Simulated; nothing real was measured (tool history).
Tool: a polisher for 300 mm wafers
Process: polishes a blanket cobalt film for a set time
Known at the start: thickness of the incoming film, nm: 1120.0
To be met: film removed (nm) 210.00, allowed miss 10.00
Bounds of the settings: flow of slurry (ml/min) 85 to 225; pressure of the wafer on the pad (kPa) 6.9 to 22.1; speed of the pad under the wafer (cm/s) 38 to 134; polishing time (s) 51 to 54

| run | hour | flow of slurry (ml/min) | pressure of the wafer on the pad (kPa) | speed of the pad under the wafer (cm/s) | polishing time (s) | film removed (nm) |
|---|---|---|---|---|---|---|
| 1 | 0.0 | 145 | 14.5 | 86 | 51 | 267.54 |
| 2 | 7.8 | 145 | 14.5 | 104 | 51 | 303.65 |
| 3 | 10.4 | 145 | 14.5 | 104 | 54 | 321.29 |
| 4 | 17.0 | 145 | 11.7 | 104 | 54 | 268.89 |
| 5 | 19.3 | 145 | 11.7 | 90 | 54 | 234.01 |
| 6 | 20.0 | 170 | 11.7 | 90 | 54 | 238.42 |
| 7 | 27.1 | 170 | 11.0 | 90 | 54 | 236.71 |
| 8 | 29.3 | 165 | 11.0 | 90 | 54 | 226.72 |

Which of these 5 next moves meets every target?
| A | 31.5 | 155 | 10.3 | 90 | 53 | ? |
| B | 31.5 | 155 | 12.4 | 94 | 54 | ? |
| C | 31.5 | 175 | 9.7 | 88 | 51 | ? |
| D | 31.5 | 125 | 15.2 | 76 | 51 | ? |
| E | 31.5 | 180 | 9.7 | 86 | 51 | ? |

| move | film removed (nm) |
|---|---|
| A | 210.83 |
| B | 265.12 |
| C | 190.44 |
| D | 245.77 |
| E | 187.81 |
A: meets every target
B: further off than the last run
C: takes the result that was furthest off past its target
D: further off than the last run
E: takes the result that was furthest off past its target
Move A is the one to make.
